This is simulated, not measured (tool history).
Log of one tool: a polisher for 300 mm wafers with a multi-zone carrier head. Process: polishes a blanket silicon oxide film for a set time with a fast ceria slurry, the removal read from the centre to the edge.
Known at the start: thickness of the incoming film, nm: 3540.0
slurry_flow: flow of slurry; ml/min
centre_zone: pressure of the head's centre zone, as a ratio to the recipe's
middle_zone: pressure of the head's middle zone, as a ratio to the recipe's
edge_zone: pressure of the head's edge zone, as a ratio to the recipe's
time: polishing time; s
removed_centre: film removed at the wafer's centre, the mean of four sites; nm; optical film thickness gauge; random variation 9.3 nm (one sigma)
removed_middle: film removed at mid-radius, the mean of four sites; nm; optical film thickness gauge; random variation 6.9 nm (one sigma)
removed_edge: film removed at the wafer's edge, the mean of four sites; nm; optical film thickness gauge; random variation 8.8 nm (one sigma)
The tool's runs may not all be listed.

Run 1, hour 0: slurry_flow 170 ml/min, centre_zone 1, middle_zone 1, edge_zone 1, time 88 s. Result: removed_centre 950.82 nm, removed_middle 931.03 nm, removed_edge 936.89 nm.
Run 2, hour 3.2: slurry_flow 165 ml/min, centre_zone 0.99, middle_zone 0.97, edge_zone 0.98, time 82 s. Result: removed_centre 862.46 nm, removed_middle 860.22 nm, removed_edge 882.62 nm.
Run 3, hour 6.6: slurry_flow 165 ml/min, centre_zone 0.92, middle_zone 0.97, edge_zone 0.98, time 82 s. Result: removed_centre 811.99 nm, removed_middle 856.63 nm, removed_edge 875.99 nm.
Run 4, hour 8.9: slurry_flow 165 ml/min, centre_zone 0.95, middle_zone 0.95, edge_zone 0.97, time 76 s. Result: removed_centre 784.9 nm, removed_middle 773.12 nm, removed_edge 819.32 nm.
At hour 14.4: slurry nozzle cleaned.
Run 5, hour 14.4: slurry_flow 165 ml/min, centre_zone 0.95, middle_zone 0.95, edge_zone 0.97, time 84 s. Result: removed_centre 898.16 nm, removed_middle 875.39 nm, removed_edge 910.98 nm.
Run 6, hour 18.1: slurry_flow 165 ml/min, centre_zone 1.02, middle_zone 0.95, edge_zone 0.97, time 84 s. Result: removed_centre 954.26 nm, removed_middle 879.22 nm, removed_edge 892.35 nm.

The next listed run, before its measurement:
Run 7, hour 24.7: slurry_flow 160 ml/min, centre_zone 1.01, middle_zone 0.93, edge_zone 0.97, time 78 s. Result: removed_centre ?, removed_middle ?, removed_edge ?.

{"run 7": {"removed_centre": 865.67, "removed_middle": 818.16, "removed_edge": 865.09}}
